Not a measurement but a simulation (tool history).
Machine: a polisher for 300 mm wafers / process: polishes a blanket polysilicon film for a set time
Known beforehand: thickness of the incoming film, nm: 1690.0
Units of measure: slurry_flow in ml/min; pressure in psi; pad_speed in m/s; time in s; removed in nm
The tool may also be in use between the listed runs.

run	hour	slurry_flow	pressure	pad_speed	time	removed
1	0	145	2.9	1.1	65	691.5
2	4	150	3.1	1.1	65	733.56
3	9.8	150	3.3	1.1	65	764.36
4	11.7	125	3.3	1.1	65	741.4
5	13.9	135	3.5	1.1	65	776.29
6	15.1	145	3.7	1.1	65	835.13
7	19.1	155	3.8	1.1	65	853.77
8	21.8	160	4	1.1	65	881.99
9	22.5	160	4.1	1.12	65	909.37
10	26.4	160	4.2	1.14	65	931.18
11	35.2	160	4.3	1.16	65	978.7

Run 12 has not been measured yet. What should we expect?
12	43.3	160	4.4	1.16	65	?

{"run 12": {"removed": 991.23}}

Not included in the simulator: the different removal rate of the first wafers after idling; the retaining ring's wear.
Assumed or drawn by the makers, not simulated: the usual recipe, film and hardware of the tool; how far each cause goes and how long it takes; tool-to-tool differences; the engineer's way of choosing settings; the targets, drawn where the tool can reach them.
